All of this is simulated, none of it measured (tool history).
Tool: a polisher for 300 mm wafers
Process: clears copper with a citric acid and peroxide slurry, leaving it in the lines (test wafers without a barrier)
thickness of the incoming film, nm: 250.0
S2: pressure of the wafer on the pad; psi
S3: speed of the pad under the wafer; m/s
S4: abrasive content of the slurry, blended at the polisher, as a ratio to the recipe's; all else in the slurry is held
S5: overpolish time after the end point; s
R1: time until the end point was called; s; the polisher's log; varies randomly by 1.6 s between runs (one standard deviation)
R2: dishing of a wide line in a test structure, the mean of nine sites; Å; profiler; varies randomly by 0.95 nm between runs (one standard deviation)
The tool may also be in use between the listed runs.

{"run": 1, "hour": 0.0, "flow of slurry (ml/min)": 265, "S2": 3.2, "S3": 1.06, "S4": 1, "S5": 29, "R1": 108.87, "R2": 441.8}
{"run": 2, "hour": 8.8, "flow of slurry (ml/min)": 265, "S2": 3.2, "S3": 1.22, "S4": 1, "S5": 29, "R1": 95.491, "R2": 488.88}
{"run": 3, "hour": 14.0, "flow of slurry (ml/min)": 265, "S2": 3.2, "S3": 1.32, "S4": 1, "S5": 29, "R1": 87.513, "R2": 524.88}
{"run": 4, "hour": 16.7, "flow of slurry (ml/min)": 265, "S2": 3.2, "S3": 1.46, "S4": 1, "S5": 29, "R1": 80.582, "R2": 593.96}
{"run": 5, "hour": 19.8, "flow of slurry (ml/min)": 265, "S2": 3.8, "S3": 1.46, "S4": 1, "S5": 29, "R1": 68.941, "R2": 672.07}
{"run": 6, "hour": 28.2, "flow of slurry (ml/min)": 260, "S2": 3.4, "S3": 1.46, "S4": 1, "S5": 33, "R1": 74.459, "R2": 675.03}
{"run": 7, "hour": 33.9, "flow of slurry (ml/min)": 260, "S2": 3, "S3": 1.46, "S4": 1, "S5": 37, "R1": 86.186, "R2": 660.72}
{"run": 8, "hour": 39.7, "flow of slurry (ml/min)": 260, "S2": 2.9, "S3": 1.46, "S4": 1, "S5": 39, "R1": 87.635, "R2": 678.21}

What will run 9 give?
{"run": 9, "hour": 48.3, "flow of slurry (ml/min)": 260, "S2": 2.8, "S3": 1.46, "S4": 1, "S5": 41, "R1": "?", "R2": "?"}

R1: 90.294 s
R2: 678.76 Å

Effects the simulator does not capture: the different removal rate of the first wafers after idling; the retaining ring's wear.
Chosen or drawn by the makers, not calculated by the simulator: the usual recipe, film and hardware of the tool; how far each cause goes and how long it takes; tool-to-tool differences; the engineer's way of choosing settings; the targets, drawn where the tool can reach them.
